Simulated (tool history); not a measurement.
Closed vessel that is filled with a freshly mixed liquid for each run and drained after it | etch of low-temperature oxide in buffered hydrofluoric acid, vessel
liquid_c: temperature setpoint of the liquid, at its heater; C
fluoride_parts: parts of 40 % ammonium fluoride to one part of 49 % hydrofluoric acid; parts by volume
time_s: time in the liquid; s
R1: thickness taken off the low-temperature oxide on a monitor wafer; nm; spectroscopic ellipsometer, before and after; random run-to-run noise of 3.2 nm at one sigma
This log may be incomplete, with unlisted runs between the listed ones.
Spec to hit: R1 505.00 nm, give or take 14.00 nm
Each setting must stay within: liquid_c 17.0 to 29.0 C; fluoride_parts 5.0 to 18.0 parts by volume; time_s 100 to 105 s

Run 1, hour 0.0: liquid_c 21.0 C, fluoride_parts 11.0 parts by volume, time_s 100 s. Result: R1 259.77 nm.
Run 2, hour 5.5: liquid_c 23.5 C, fluoride_parts 10.0 parts by volume, time_s 100 s. Result: R1 329.69 nm.
Run 3, hour 8.4: liquid_c 25.5 C, fluoride_parts 9.5 parts by volume, time_s 100 s. Result: R1 376.09 nm.
Run 4, hour 14.5: liquid_c 25.5 C, fluoride_parts 9.5 parts by volume, time_s 105 s. Result: R1 394.06 nm.
Run 5, hour 19.2: liquid_c 26.5 C, fluoride_parts 9.0 parts by volume, time_s 105 s. Result: R1 434.02 nm.
Run 6, hour 27.1: liquid_c 27.5 C, fluoride_parts 9.0 parts by volume, time_s 105 s. Result: R1 455.84 nm.
Run 7, hour 28.5: liquid_c 28.0 C, fluoride_parts 9.0 parts by volume, time_s 105 s. Result: R1 463.69 nm.
Run 8, hour 33.5: liquid_c 28.5 C, fluoride_parts 9.0 parts by volume, time_s 105 s. Result: R1 479.60 nm.
Run 9, hour 35.8: liquid_c 29.0 C, fluoride_parts 8.5 parts by volume, time_s 105 s. Result: R1 525.16 nm.

Which of these 5 next moves meets every target?
Run A, hour 38.1: liquid_c 28.5 C, fluoride_parts 8.5 parts by volume, time_s 100 s. Result: R1 ?.
Run B, hour 38.1: liquid_c 29.0 C, fluoride_parts 9.5 parts by volume, time_s 105 s. Result: R1 ?.
Run C, hour 38.1: liquid_c 28.0 C, fluoride_parts 8.0 parts by volume, time_s 105 s. Result: R1 ?.
Run D, hour 38.1: liquid_c 28.0 C, fluoride_parts 7.5 parts by volume, time_s 100 s. Result: R1 ?.
Run E, hour 38.1: liquid_c 29.0 C, fluoride_parts 8.5 parts by volume, time_s 100 s. Result: R1 ?.

move      R1
   A  486.56
   B  476.59
   C  531.29
   D  542.53
   E  499.58
A: carries the result that was furthest off beyond its target, to the other side
B: carries the result that was furthest off beyond its target, to the other side
C: misses by more than the last run did
D: misses by more than the last run did
E: all results in spec
Move E is the one to make.
